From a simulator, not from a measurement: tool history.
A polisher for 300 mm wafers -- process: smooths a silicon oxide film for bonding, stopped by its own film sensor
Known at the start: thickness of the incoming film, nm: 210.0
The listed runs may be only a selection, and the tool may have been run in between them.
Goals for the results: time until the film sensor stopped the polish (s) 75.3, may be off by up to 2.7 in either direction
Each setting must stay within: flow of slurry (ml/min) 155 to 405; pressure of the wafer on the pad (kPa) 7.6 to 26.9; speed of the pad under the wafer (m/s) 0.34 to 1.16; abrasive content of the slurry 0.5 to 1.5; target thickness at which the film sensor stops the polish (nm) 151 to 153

run  hour  flow of slurry (ml/min)  pressure of the wafer on the pad (kPa)  speed of the pad under the wafer (m/s)  abrasive content of the slurry  target thickness at which the film sensor stops the polish (nm)  time until the film sensor stopped the polish (s)
  1     0                      260                                    17.2                                    0.74                               1                                                              153                                             94.676
  2   1.4                      260                                    17.2                                    0.74                               1                                                              153                                             93.667
  3   3.9                      260                                    17.2                                    0.74                               1                                                              153                                             94.495
  4   7.2                      220                                    17.2                                    0.74                               1                                                              153                                             97.499
  5  11.7                      220                                    17.2                                    0.74                               1                                                              153                                              94.94
  6  15.3                      280                                    17.2                                    0.74                               1                                                              153                                             94.139
  7    23                      280                                    17.9                                    0.74                               1                                                              153                                               91.4
  8  30.7                      280                                    18.6                                    0.74                               1                                                              153                                             87.672
  9  34.5                      280                                    19.3                                    0.74                               1                                                              153                                             85.725
 10  38.3                      280                                      20                                    0.74                               1                                                              153                                             81.665
 11  42.8                      280                                    20.7                                    0.74                               1                                                              153                                             78.694

Consider the 5 candidate settings below. Which is the only one whose results all fall within their allowed miss of target?
  A  47.3                      325                                    20.7                                    0.62                            1.25                                                              151                                                  ?
  B  47.3                      240                                    18.6                                    0.88                             1.2                                                              151                                                  ?
  C  47.3                      305                                    20.7                                     0.7                            1.05                                                              151                                                  ?
  D  47.3                      295                                    17.9                                    0.76                             1.1                                                              151                                                  ?
  E  47.3                      285                                    20.7                                    0.68                             1.1                                                              152                                                  ?

move  time until the film sensor stopped the polish (s)
   A                                             82.336
   B                                             75.103
   C                                             82.249
   D                                              87.71
   E                                              81.29
A: its largest miss is bigger than the last run's
B: hits every target within its allowed miss
C: its largest miss is bigger than the last run's
D: its largest miss is bigger than the last run's
E: its largest miss is bigger than the last run's
Correct choice: B, which meets every target
